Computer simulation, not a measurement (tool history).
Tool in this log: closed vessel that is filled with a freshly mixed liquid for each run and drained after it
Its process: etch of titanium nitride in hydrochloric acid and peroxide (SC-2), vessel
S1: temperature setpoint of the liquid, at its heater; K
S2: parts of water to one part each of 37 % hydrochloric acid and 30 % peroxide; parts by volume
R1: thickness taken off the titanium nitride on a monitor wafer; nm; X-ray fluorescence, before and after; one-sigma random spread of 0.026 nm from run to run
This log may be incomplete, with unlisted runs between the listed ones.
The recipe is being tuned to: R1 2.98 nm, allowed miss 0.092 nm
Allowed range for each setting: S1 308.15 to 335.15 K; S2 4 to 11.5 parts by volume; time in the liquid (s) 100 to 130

Run 1, hour 0: S1 319.15 K, S2 6.5 parts by volume, time in the liquid (s) 130. Result: R1 3.8521 nm.
Run 2, hour 3.3: S1 323.65 K, S2 6.5 parts by volume, time in the liquid (s) 130. Result: R1 5.1421 nm.
Run 3, hour 9.5: S1 323.65 K, S2 6.5 parts by volume, time in the liquid (s) 130. Result: R1 5.1712 nm.
Run 4, hour 10.8: S1 323.65 K, S2 5.5 parts by volume, time in the liquid (s) 130. Result: R1 5.8757 nm.
Run 5, hour 17.2: S1 321.65 K, S2 5.5 parts by volume, time in the liquid (s) 130. Result: R1 5.1229 nm.
Run 6, hour 22.4: S1 321.65 K, S2 5.5 parts by volume, time in the liquid (s) 130. Result: R1 5.1293 nm.
Run 7, hour 31.3: S1 320.15 K, S2 5.5 parts by volume, time in the liquid (s) 130. Result: R1 4.6134 nm.
Run 8, hour 33.5: S1 312.65 K, S2 5.5 parts by volume, time in the liquid (s) 130. Result: R1 2.7913 nm.
Run 9, hour 41.3: S1 313.15 K, S2 5.5 parts by volume, time in the liquid (s) 130. Result: R1 2.8856 nm.

Pick the move, out of 4, that brings all results within their allowed miss; only one does.
Run A, hour 49.1: S1 316.65 K, S2 8 parts by volume, time in the liquid (s) 130. Result: R1 ?.
Run B, hour 49.1: S1 310.65 K, S2 4 parts by volume, time in the liquid (s) 120. Result: R1 ?.
Run C, hour 49.1: S1 316.65 K, S2 5.5 parts by volume, time in the liquid (s) 100. Result: R1 ?.
Run D, hour 49.1: S1 316.15 K, S2 6.5 parts by volume, time in the liquid (s) 125. Result: R1 ?.

move      R1
   A  2.7549
   B  2.7717
   C  2.8255
   D  3.0099
A: moves away from the targets compared with the last run
B: moves away from the targets compared with the last run
C: moves away from the targets compared with the last run
D: meets every target
D is the move that brings every result within its allowed miss.

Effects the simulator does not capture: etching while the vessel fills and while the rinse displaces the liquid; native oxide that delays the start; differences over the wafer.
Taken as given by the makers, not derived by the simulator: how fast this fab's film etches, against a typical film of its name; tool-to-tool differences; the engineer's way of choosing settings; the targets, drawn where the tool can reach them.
